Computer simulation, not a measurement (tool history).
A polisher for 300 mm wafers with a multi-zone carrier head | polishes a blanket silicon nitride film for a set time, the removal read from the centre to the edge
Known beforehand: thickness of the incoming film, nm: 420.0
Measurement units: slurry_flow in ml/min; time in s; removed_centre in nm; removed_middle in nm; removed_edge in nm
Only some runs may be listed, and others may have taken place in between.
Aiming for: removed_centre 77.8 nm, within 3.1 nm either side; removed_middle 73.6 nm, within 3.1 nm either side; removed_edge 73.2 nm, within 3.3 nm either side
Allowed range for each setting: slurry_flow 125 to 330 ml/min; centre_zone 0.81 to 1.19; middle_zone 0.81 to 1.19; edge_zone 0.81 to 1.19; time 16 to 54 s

| run | hour | slurry_flow | centre_zone | middle_zone | edge_zone | time | removed_centre | removed_middle | removed_edge |
|---|---|---|---|---|---|---|---|---|---|
| 1 | 0 | 210 | 1 | 1 | 1 | 35 | 60.108 | 61.451 | 60.262 |
| 2 | 8.2 | 215 | 1.02 | 1.01 | 1.02 | 36 | 63.663 | 63.145 | 63.643 |
| 3 | 8.8 | 215 | 1.02 | 1.04 | 1.02 | 36 | 64.958 | 64.832 | 61.807 |
| 4 | 17.3 | 190 | 1.02 | 1.04 | 1.02 | 36 | 64.088 | 64.56 | 62.06 |
| 5 | 23.2 | 190 | 1.02 | 0.99 | 1.02 | 36 | 63.027 | 61.093 | 62.857 |
| 6 | 29.2 | 190 | 1.03 | 1.01 | 1.04 | 37 | 65.53 | 64.766 | 63.762 |
| 7 | 33.1 | 195 | 1.04 | 1.01 | 1.05 | 38 | 69.169 | 65.229 | 65.074 |
| 8 | 41.6 | 195 | 1.04 | 1.01 | 1.05 | 39 | 70.734 | 67.42 | 67.183 |
| 9 | 44.6 | 195 | 1.04 | 1.01 | 1.05 | 40 | 71.929 | 69.03 | 68.051 |
| 10 | 46.5 | 195 | 1.04 | 1.01 | 1.06 | 41 | 74.192 | 70.376 | 71.791 |

Exactly one of the 5 candidate moves below puts every result within its allowed miss. Which one?
| A | 48.4 | 245 | 1.02 | 0.95 | 1.13 | 38 | ? | ? | ? |
| B | 48.4 | 230 | 1.06 | 0.97 | 1.13 | 40 | ? | ? | ? |
| C | 48.4 | 185 | 1.07 | 1.02 | 1.08 | 42 | ? | ? | ? |
| D | 48.4 | 225 | 1.09 | 0.89 | 1.11 | 41 | ? | ? | ? |
| E | 48.4 | 140 | 0.96 | 0.94 | 1.11 | 45 | ? | ? | ? |

| move | removed_centre | removed_middle | removed_edge |
|---|---|---|---|
| A | 70.238 | 63.391 | 71.434 |
| B | 76.217 | 67.375 | 74.747 |
| C | 78.148 | 71.628 | 75.245 |
| D | 80.058 | 64.089 | 75.955 |
| E | 71.016 | 68.292 | 78.836 |
A: its largest miss is bigger than the last run's
B: brings the result that was furthest off to its target, and leaves another outside
C: meets every target
D: brings the result that was furthest off to its target, and leaves another outside
E: its largest miss is bigger than the last run's
The right move is C.
